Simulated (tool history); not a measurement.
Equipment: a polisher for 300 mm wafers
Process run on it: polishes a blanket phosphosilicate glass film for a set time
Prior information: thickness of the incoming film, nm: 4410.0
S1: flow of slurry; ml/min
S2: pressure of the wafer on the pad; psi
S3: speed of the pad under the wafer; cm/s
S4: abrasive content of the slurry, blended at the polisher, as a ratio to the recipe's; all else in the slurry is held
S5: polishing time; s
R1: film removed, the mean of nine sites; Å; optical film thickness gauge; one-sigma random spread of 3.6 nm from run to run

run 1 hour=0 | S1=180 S2=2 S3=106 S4=1 S5=33 | R1=1662.5
run 2 hour=6.2 | S1=180 S2=2.3 S3=110 S4=1 S5=33 | R1=1958.3
run 3 hour=9.4 | S1=180 S2=2.5 S3=114 S4=1 S5=33 | R1=2112.3
run 4 hour=11.8 | S1=180 S2=2.5 S3=114 S4=1 S5=30 | R1=1976.3
run 5 hour=14.7 | S1=200 S2=2.5 S3=114 S4=1 S5=30 | R1=1973.4
run 6 hour=18.8 | S1=200 S2=2.5 S3=114 S4=0.9 S5=30 | R1=1888.9
run 7 hour=27.2 | S1=200 S2=2.6 S3=126 S4=0.9 S5=30 | R1=2099.9

Expected results for the next run?
-- hour=30.8 slurry blender recalibrated
run 8 hour=30.8 | S1=200 S2=2.7 S3=136 S4=0.9 S5=30 | R1=?

R1: 2497.7 Å

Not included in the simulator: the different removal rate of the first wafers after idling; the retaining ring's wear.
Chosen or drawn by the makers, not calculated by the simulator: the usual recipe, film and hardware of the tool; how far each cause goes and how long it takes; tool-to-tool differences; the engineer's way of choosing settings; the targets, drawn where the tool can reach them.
